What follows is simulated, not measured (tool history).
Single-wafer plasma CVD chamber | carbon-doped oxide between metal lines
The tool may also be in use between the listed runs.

run    day  heater temperature setpoint (deg C)  chamber pressure (mTorr)  RF power (W)  deposition time (s)  mean film thickness on the monitor wafer (angstrom)
  1  0.000                                  345                      4590           555                 8.35                                               445.97
  2  0.117                                  336                      4590           555                 8.35                                               456.09
  3  0.162                                  338                      4360           535                 8.33                                               433.15
  4  0.354                                  339                      4110           530                 8.33                                               425.18
  5  0.629                                  339                      4110           530                 8.35                                               426.36
  6  0.771                                  339                      4840           530                 8.35                                               441.17
  7  0.946                                  340                      4560           520                 8.34                                               426.36
  8  1.004                                  341                      4360           515                 8.34                                               419.00

The next listed run, before its measurement:
  9  1.092                                  350                      3660           490                 8.32                                                    ?

{"run 9": {"mean film thickness on the monitor wafer (angstrom)": 376.8}}
